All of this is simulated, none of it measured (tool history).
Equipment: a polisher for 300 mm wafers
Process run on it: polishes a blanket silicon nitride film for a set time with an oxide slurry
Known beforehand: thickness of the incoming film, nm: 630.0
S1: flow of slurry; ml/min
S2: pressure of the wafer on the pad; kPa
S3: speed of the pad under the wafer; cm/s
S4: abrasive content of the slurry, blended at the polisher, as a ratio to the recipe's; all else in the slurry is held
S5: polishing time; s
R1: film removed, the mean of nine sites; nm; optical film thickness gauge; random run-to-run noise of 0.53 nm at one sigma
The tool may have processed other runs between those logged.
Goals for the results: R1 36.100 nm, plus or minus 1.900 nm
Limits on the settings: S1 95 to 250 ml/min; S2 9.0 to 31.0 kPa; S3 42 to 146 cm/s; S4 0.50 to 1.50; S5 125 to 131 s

{"run": 1, "hour": 0.0, "S1": 160, "S2": 20.0, "S3": 94, "S4": 1.0, "S5": 125, "R1": 51.407}
{"run": 2, "hour": 5.4, "S1": 160, "S2": 17.9, "S3": 94, "S4": 1.0, "S5": 125, "R1": 44.987}
{"run": 3, "hour": 8.7, "S1": 145, "S2": 17.9, "S3": 94, "S4": 1.0, "S5": 125, "R1": 45.872}
{"run": 4, "hour": 9.7, "S1": 145, "S2": 22.1, "S3": 94, "S4": 1.0, "S5": 125, "R1": 56.297}
{"run": 5, "hour": 10.9, "S1": 145, "S2": 20.0, "S3": 92, "S4": 1.0, "S5": 125, "R1": 48.258}
{"run": 6, "hour": 17.6, "S1": 145, "S2": 20.0, "S3": 92, "S4": 0.8, "S5": 125, "R1": 44.577}
{"run": 7, "hour": 25.4, "S1": 145, "S2": 19.3, "S3": 92, "S4": 0.8, "S5": 125, "R1": 42.747}
{"run": 8, "hour": 30.8, "S1": 145, "S2": 18.6, "S3": 92, "S4": 0.8, "S5": 125, "R1": 41.744}
{"run": 9, "hour": 37.8, "S1": 145, "S2": 17.9, "S3": 92, "S4": 0.8, "S5": 125, "R1": 39.302}

Which of these 4 next moves meets every target?
{"run": "A", "hour": 44.8, "S1": 165, "S2": 19.3, "S3": 88, "S4": 0.8, "S5": 131, "R1": "?"}
{"run": "B", "hour": 44.8, "S1": 150, "S2": 15.2, "S3": 94, "S4": 0.9, "S5": 125, "R1": "?"}
{"run": "C", "hour": 44.8, "S1": 190, "S2": 18.6, "S3": 88, "S4": 0.85, "S5": 127, "R1": "?"}
{"run": "D", "hour": 44.8, "S1": 125, "S2": 19.3, "S3": 86, "S4": 0.85, "S5": 125, "R1": "?"}

move=A R1=44.280
move=B R1=36.964
move=C R1=43.618
move=D R1=40.935
A: the biggest miss grows against the last run
B: every result lands within tolerance
C: the biggest miss grows against the last run
D: the biggest miss grows against the last run
The move that meets every target is B.

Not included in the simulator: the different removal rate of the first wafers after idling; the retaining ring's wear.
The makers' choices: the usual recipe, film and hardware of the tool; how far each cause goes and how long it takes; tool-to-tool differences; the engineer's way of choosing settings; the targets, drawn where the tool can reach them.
